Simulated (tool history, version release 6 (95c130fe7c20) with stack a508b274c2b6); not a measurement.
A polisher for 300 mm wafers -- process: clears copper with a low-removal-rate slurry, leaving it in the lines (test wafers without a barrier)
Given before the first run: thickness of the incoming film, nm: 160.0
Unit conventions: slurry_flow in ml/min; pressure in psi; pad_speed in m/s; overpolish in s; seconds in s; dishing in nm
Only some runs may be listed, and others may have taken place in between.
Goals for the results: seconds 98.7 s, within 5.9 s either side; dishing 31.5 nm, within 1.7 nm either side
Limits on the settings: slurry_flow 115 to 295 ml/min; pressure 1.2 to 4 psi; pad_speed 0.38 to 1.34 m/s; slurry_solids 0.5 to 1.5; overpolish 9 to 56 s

| run | hour | slurry_flow | pressure | pad_speed | slurry_solids | overpolish | seconds | dishing |
|---|---|---|---|---|---|---|---|---|
| 1 | 0 | 190 | 2.6 | 0.86 | 1 | 29 | 73.139 | 43.423 |
| 2 | 1 | 190 | 2.5 | 0.86 | 1 | 29 | 75.997 | 42.135 |
| 3 | 4 | 190 | 2.4 | 0.86 | 1 | 29 | 78.034 | 41.959 |
| 4 | 9.8 | 210 | 2.4 | 0.86 | 1 | 29 | 75.565 | 39.68 |
| 5 | 18.5 | 165 | 2.4 | 0.86 | 1 | 29 | 76.798 | 40.171 |
| 6 | 19.6 | 135 | 2.4 | 0.86 | 1 | 29 | 81.476 | 38.125 |
| 7 | 26.9 | 135 | 2.3 | 0.86 | 1 | 29 | 81.904 | 37.871 |
| 8 | 33.2 | 135 | 2.2 | 0.86 | 1 | 29 | 87.767 | 37.404 |
| 9 | 38.5 | 135 | 2.2 | 0.86 | 1 | 28 | 84.881 | 35.328 |
| 10 | 43.3 | 135 | 2.1 | 0.86 | 1 | 28 | 89.258 | 34.816 |
| 11 | 44.8 | 135 | 1.8 | 0.86 | 1 | 27 | 102 | 29.527 |

4 candidate next runs follow, results not yet known. Just one meets every target within its allowed miss. Identify it.
| A | 46.3 | 115 | 1.7 | 0.92 | 1.15 | 24 | ? | ? |
| B | 46.3 | 180 | 1.8 | 0.9 | 0.85 | 24 | ? | ? |
| C | 46.3 | 145 | 2.1 | 0.78 | 0.8 | 26 | ? | ? |
| D | 46.3 | 140 | 1.9 | 0.88 | 0.95 | 28 | ? | ? |

| move | seconds | dishing |
|---|---|---|
| A | 100.8 | 28.1 |
| B | 100.7 | 28.212 |
| C | 106.2 | 29.105 |
| D | 98.336 | 32.862 |
A: further off than the last run
B: further off than the last run
C: further off than the last run
D: in spec on every target
Correct choice: D, which meets every target
